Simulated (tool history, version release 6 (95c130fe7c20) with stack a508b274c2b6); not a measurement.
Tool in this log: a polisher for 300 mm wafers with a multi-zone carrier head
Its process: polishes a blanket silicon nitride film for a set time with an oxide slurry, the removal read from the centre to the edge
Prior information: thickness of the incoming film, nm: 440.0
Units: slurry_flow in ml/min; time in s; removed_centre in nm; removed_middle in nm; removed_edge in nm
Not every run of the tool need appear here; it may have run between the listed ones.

| run | hour | slurry_flow | centre_zone | middle_zone | edge_zone | slurry_solids | time | removed_centre | removed_middle | removed_edge |
|---|---|---|---|---|---|---|---|---|---|---|
| 1 | 0.0 | 305 | 1.00 | 1.00 | 1.00 | 1.0 | 75 | 40.754 | 41.283 | 40.814 |
| 2 | 7.5 | 305 | 1.00 | 1.00 | 1.00 | 1.1 | 75 | 42.633 | 43.532 | 42.744 |
| 3 | 9.1 | 295 | 0.99 | 0.96 | 1.00 | 1.1 | 75 | 41.543 | 41.821 | 42.684 |
| 4 | 9.6 | 295 | 0.94 | 0.96 | 1.00 | 1.1 | 75 | 40.440 | 41.605 | 42.382 |
| 5 | 15.9 | 295 | 1.02 | 0.96 | 1.00 | 1.1 | 75 | 43.688 | 41.545 | 42.951 |
| 6 | 20.6 | 290 | 1.00 | 0.94 | 1.01 | 1.1 | 75 | 42.919 | 41.121 | 43.252 |
| 7 | 26.6 | 285 | 0.98 | 0.92 | 1.01 | 1.1 | 75 | 40.930 | 40.497 | 43.342 |

What does the tool deliver on the next run?
| 8 | 31.0 | 280 | 0.98 | 0.90 | 1.00 | 1.1 | 75 | ? | ? | ? |

Logged for run 8: removed_centre 41.257 nm, removed_middle 39.504 nm, removed_edge 42.709 nm.
